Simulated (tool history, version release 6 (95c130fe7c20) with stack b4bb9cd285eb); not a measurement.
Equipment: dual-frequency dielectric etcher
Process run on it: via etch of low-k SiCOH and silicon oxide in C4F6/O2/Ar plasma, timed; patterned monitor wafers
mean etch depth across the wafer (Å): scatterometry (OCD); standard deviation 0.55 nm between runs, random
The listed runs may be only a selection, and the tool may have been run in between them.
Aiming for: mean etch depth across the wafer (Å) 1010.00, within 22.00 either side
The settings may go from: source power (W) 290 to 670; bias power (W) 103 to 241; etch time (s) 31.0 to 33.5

run,hour,source power (W),bias power (W),etch time (s),mean etch depth across the wafer (Å)
1,0.0,480,172,33.5,840.89
2,2.7,530,180,33.5,899.79
3,4.9,530,180,33.5,902.24
4,9.7,530,167,33.5,870.21
5,15.6,530,196,33.5,919.78
6,17.9,530,196,31.0,859.74
7,26.8,570,203,31.0,894.91
8,28.1,590,212,31.5,942.76
9,31.3,610,214,31.5,947.66
10,40.0,610,214,31.5,954.04
11,43.5,620,217,31.5,966.86
12,49.6,630,219,31.5,965.54
13,52.0,630,219,31.5,973.82

5 candidate next runs follow, results not yet known. Just one meets every target within its allowed miss. Identify it.
A,54.4,590,229,31.0,?
B,54.4,650,217,33.5,?
C,54.4,660,222,32.0,?
D,54.4,650,232,33.5,?
E,54.4,600,223,31.0,?

move,mean etch depth across the wafer (Å)
A,956.79
B,1048.70
C,1016.90
D,1077.80
E,952.34
A: lands further from the targets than the last run did
B: moves the result that the last run missed by most past its target, out the other side
C: all results land within tolerance of their targets
D: moves the result that the last run missed by most past its target, out the other side
E: lands further from the targets than the last run did
The move that meets every target is C.
